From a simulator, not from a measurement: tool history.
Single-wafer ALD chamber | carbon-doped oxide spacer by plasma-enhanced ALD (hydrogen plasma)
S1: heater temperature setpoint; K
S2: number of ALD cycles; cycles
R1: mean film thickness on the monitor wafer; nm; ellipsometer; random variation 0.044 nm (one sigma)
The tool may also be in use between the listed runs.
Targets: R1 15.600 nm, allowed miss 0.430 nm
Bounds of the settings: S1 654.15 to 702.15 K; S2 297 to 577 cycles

Run 1, hour 0.0: S1 678.15 K, S2 437 cycles. Result: R1 21.844 nm.
Run 2, hour 4.6: S1 680.15 K, S2 401 cycles. Result: R1 19.922 nm.
Run 3, hour 6.8: S1 671.15 K, S2 401 cycles. Result: R1 20.282 nm.
Run 4, hour 11.5: S1 676.15 K, S2 401 cycles. Result: R1 20.129 nm.
Run 5, hour 17.1: S1 676.15 K, S2 366 cycles. Result: R1 18.267 nm.
Run 6, hour 20.5: S1 677.15 K, S2 351 cycles. Result: R1 17.548 nm.
Run 7, hour 26.6: S1 678.15 K, S2 340 cycles. Result: R1 16.942 nm.
Run 8, hour 28.7: S1 685.15 K, S2 309 cycles. Result: R1 15.097 nm.

4 next moves are on the table. One of them brings every result within its allowed miss. Which?
Run A, hour 30.8: S1 685.15 K, S2 304 cycles. Result: R1 ?.
Run B, hour 30.8: S1 688.15 K, S2 322 cycles. Result: R1 ?.
Run C, hour 30.8: S1 684.15 K, S2 297 cycles. Result: R1 ?.
Run D, hour 30.8: S1 691.15 K, S2 297 cycles. Result: R1 ?.

move      R1
   A  14.804
   B  15.552
   C  14.503
   D  14.226
A: further off than the last run
B: meets every target
C: further off than the last run
D: further off than the last run
Move B is the one to make.
